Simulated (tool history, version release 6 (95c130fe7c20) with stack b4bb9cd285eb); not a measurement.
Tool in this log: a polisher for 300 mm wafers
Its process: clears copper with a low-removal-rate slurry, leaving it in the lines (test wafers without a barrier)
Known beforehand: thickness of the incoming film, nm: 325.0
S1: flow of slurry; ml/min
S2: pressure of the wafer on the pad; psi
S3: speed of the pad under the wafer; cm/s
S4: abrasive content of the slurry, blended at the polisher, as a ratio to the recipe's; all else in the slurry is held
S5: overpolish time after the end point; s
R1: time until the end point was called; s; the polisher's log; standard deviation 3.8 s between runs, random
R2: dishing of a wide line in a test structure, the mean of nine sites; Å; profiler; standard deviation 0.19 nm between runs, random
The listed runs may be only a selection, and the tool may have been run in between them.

run  hour   S1   S2   S3   S4  S5      R1      R2
  1   0.0  165  2.1  118  1.0  13  132.07  228.30
  2   6.4  165  2.1  118  1.0   9  131.46  158.27
  3   8.7  165  1.9  118  1.0  10  145.00  163.68
  4  13.3  165  1.7  118  1.0  10  159.14  147.01
  5  17.9  165  1.7  130  1.0  10  141.17  157.65
  6  20.4  165  1.7  130  1.0  16  142.75  234.50
  7  24.6  165  1.6  128  1.0  16  152.60  225.25
  8  25.9  165  1.5  126  1.0  16  166.32  214.87

What will run 9 give?
  9  31.1  165  1.4  124  1.0  15   ?   ?

{"run 9": {"R1": 178.17, "R2": 191.84}}
